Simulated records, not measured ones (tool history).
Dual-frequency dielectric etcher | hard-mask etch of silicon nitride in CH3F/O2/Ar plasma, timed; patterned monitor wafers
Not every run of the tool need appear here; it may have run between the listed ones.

run,day,source power (W),bias power (W),etch time (s),mean etch depth across the wafer (nm)
1,0.000,340,70,283,196.01
2,0.238,340,70,283,193.82
3,0.400,320,70,283,186.71
4,0.517,320,70,283,186.23
5,0.633,360,70,283,200.64
6,1.008,340,69,283,192.43

Expected results for the next run?
7,1.308,330,68,283,?

{"run 7": {"mean etch depth across the wafer (nm)": 187.3}}

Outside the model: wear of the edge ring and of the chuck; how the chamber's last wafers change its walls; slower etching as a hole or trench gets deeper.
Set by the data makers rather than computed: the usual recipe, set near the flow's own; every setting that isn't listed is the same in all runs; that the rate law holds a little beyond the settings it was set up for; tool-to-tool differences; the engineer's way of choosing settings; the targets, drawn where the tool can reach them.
